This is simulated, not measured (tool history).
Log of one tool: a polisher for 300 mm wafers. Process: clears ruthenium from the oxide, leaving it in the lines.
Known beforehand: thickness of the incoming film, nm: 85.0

run    day  flow of slurry (ml/min)  pressure of the wafer on the pad (psi)  speed of the pad under the wafer (cm/s)  overpolish time after the end point (s)  time until the end point was called (s)
  1  0.000                      270                                     1.5                                      102                                        7                                   104.83
  2  0.342                      240                                     1.5                                      102                                        7                                   105.20
  3  0.700                      240                                     1.4                                      100                                        7                                   115.23
  4  0.967                      185                                     1.4                                      100                                        7                                   116.83
  5  1.083                      185                                     1.4                                      100                                        5                                   114.74
  6  1.108                      185                                     1.3                                       98                                        5                                   125.71
  7  1.267                      185                                     1.2                                       96                                        5                                   141.00
  8  1.454                      185                                     1.1                                       96                                        5                                   160.04

Run 9 is up next; what results do you expect?
  9  1.654                      185                                     1.0                                       96                                        5                                        ?

time until the end point was called (s): 174.11
